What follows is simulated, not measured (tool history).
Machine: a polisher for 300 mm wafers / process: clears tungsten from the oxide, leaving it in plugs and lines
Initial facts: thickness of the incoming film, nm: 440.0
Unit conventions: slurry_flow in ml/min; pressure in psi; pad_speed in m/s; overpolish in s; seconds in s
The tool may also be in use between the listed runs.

run,hour,slurry_flow,pressure,pad_speed,slurry_solids,overpolish,seconds
1,0.0,125,2.3,1.12,1.0,6,140.72
2,2.2,125,2.4,1.12,1.0,6,133.63
3,4.4,150,2.4,1.12,1.0,6,130.56
4,8.7,175,2.4,1.12,1.0,6,134.00
5,10.9,175,2.4,1.12,1.0,6,131.89
6,15.9,175,2.1,1.12,1.0,6,150.08
7,23.5,175,2.3,1.14,1.0,6,136.77
8,29.5,175,2.4,1.14,1.0,6,129.16

What does the tool deliver on the next run?
9,36.0,175,2.5,1.14,1.0,6,?

{"run 9": {"seconds": 125.24}}
